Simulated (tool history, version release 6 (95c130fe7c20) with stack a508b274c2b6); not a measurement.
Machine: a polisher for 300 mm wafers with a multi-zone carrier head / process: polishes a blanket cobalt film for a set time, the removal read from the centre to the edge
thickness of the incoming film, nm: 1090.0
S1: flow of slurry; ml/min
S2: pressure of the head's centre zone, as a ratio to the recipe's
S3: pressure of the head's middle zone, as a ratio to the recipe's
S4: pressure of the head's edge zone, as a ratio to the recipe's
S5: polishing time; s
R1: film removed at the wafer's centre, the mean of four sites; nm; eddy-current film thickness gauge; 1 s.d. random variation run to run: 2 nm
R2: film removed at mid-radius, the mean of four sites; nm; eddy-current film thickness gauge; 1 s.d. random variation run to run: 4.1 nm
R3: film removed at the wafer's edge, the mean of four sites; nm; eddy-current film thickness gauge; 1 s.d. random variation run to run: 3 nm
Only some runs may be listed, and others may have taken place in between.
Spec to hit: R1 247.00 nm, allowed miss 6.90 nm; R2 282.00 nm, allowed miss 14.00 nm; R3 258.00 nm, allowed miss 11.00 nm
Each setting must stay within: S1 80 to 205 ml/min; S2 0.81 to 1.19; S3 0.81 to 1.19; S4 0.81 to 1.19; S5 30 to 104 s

run,hour,S1,S2,S3,S4,S5,R1,R2,R3
1,0.0,135,1.00,1.00,1.00,67,464.07,477.45,471.07
2,2.5,135,1.00,1.08,1.00,67,464.14,490.38,460.87
3,10.4,130,0.99,1.08,0.99,64,431.42,473.16,429.09
4,19.3,130,0.99,1.08,0.99,72,496.12,515.55,489.92
5,20.7,125,0.99,1.06,0.98,68,462.31,487.55,453.58
6,28.1,125,0.99,1.06,0.98,61,406.79,438.36,407.94
7,28.9,120,0.99,1.05,0.97,59,393.18,417.70,387.84
8,32.9,115,0.98,1.04,0.96,57,374.05,396.58,371.48
9,38.1,110,0.97,1.04,0.95,55,345.22,370.56,360.84
10,39.4,110,0.97,1.05,0.94,53,340.42,359.37,335.91
11,47.6,110,0.96,1.05,0.93,52,326.18,350.90,323.52
12,54.3,110,0.95,1.05,0.92,52,321.18,354.27,331.49
13,56.5,110,0.95,1.05,0.91,51,314.22,350.45,321.54
14,64.6,105,0.95,1.05,0.90,50,307.96,334.97,318.12
15,72.7,105,0.95,1.05,0.90,49,300.68,329.70,303.18
16,73.6,105,0.94,1.05,0.89,49,295.40,331.71,299.99
17,80.1,105,0.94,1.05,0.88,49,298.47,334.77,303.72
18,81.1,105,0.94,1.05,0.88,48,287.71,328.81,296.00
19,87.2,105,0.94,1.05,0.88,48,292.51,327.35,293.24
20,88.5,95,0.88,1.00,0.83,40,218.32,257.83,233.09
21,89.6,100,0.88,1.00,0.84,40,221.39,257.83,237.67
22,97.8,135,0.90,1.04,0.87,41,255.35,291.63,261.12

Of the 5 settings listed for the next run, only one would bring every result within its allowed miss of target. Which one?
A,106.0,115,1.00,1.10,0.87,43,?,?,?
B,106.0,140,0.90,1.04,0.92,39,?,?,?
C,106.0,135,0.91,1.16,0.82,40,?,?,?
D,106.0,135,0.82,1.08,0.84,41,?,?,?
E,106.0,145,0.86,1.11,0.85,41,?,?,?

move,R1,R2,R3
A,284.71,306.49,263.02
B,244.43,277.41,252.84
C,251.51,310.03,244.47
D,231.95,299.01,253.53
E,247.58,310.63,257.48
A: the biggest miss grows against the last run
B: every result lands within tolerance
C: the worst result of the last run now meets its target, but another is out of spec
D: the result that was furthest off in the last run now lies on the other side of its target
E: the worst result of the last run now meets its target, but another is out of spec
B meets every target.
